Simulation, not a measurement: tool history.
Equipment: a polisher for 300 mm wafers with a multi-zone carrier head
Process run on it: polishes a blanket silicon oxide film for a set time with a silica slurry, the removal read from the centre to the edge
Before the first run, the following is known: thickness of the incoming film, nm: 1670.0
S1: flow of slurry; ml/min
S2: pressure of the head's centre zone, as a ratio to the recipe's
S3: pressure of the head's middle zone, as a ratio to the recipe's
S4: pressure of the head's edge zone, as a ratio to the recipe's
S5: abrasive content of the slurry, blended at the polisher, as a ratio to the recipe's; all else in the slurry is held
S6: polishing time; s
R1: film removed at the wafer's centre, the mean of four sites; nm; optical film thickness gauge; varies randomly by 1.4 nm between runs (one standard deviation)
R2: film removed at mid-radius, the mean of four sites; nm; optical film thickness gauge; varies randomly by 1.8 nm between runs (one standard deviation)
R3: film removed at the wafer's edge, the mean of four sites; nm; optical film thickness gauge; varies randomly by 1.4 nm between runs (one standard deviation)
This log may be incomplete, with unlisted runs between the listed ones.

run    day   S1  S2    S3    S4    S5  S6      R1      R2      R3
  1      0  150   1     1     1     1  54  168.64  166.47  171.25
  2  0.075  150   1     1     1     1  63  198.65  199.35  198.79
  3   0.35  150   1     1  0.98  0.95  63  194.08  189.74  190.88
  4  0.521  150   1  1.01  0.96   0.9  63  189.46  185.95   185.1
  5  0.621  165   1  1.01  0.96   0.9  63  189.56  188.56  184.28
  6  0.771  165   1  1.01  0.96     1  63  201.78  200.67     198

Run 7 comes next. What will it give?
  7  1.129  165   1  1.01  0.96   1  63   ?   ?   ?

{"run 7": {"R1": 198.76, "R2": 199.55, "R3": 195.63}}
